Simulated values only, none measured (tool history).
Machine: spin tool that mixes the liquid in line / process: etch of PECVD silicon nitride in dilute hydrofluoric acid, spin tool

| run | hour | temperature setpoint of the liquid (°C) | parts of water to one part of 49 % hydrofluoric acid (parts by volume) | time under the liquid (s) | thickness taken off the PECVD silicon nitride on a monitor wafer (nm) |
|---|---|---|---|---|---|
| 1 | 0.0 | 25.0 | 120 | 290 | 7.7491 |
| 2 | 1.1 | 26.5 | 120 | 290 | 8.3319 |
| 3 | 5.0 | 26.5 | 165 | 290 | 6.0729 |
| 4 | 13.7 | 28.0 | 155 | 290 | 7.0733 |
| 5 | 19.6 | 29.0 | 150 | 290 | 7.8853 |
| 6 | 21.4 | 30.0 | 145 | 290 | 8.7087 |
| 7 | 29.4 | 30.5 | 140 | 290 | 9.3315 |
|  | 35.4 | hydrofluoric acid flow meter replaced |
| 8 | 35.4 | 31.0 | 135 | 290 | 10.5310 |
| 9 | 39.8 | 31.5 | 135 | 290 | 11.0370 |

For run 10, what comes out?
| 10 | 48.9 | 32.0 | 135 | 290 | ? |

{"run 10": {"thickness taken off the PECVD silicon nitride on a monitor wafer (nm)": 11.456}}
